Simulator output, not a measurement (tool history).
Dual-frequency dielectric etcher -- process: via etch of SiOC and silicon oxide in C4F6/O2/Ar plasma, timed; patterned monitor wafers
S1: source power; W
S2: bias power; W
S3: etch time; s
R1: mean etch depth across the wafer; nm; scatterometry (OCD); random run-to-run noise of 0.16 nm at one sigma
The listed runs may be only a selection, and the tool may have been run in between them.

Run 1, hour 0.0: S1 250 W, S2 146 W, S3 36.5 s. Result: R1 34.265 nm.
Run 2, hour 5.0: S1 270 W, S2 146 W, S3 36.5 s. Result: R1 35.315 nm.
Run 3, hour 6.7: S1 250 W, S2 132 W, S3 36.0 s. Result: R1 32.437 nm.
Run 4, hour 7.6: S1 250 W, S2 147 W, S3 36.0 s. Result: R1 33.913 nm.
Run 5, hour 13.1: S1 250 W, S2 147 W, S3 34.0 s. Result: R1 31.696 nm.
Run 6, hour 17.0: S1 230 W, S2 147 W, S3 34.0 s. Result: R1 30.474 nm.
Run 7, hour 21.1: S1 210 W, S2 145 W, S3 34.0 s. Result: R1 28.527 nm.

What will run 8 give?
Run 8, hour 28.5: S1 200 W, S2 144 W, S3 34.0 s. Result: R1 ?.

R1: 27.499 nm
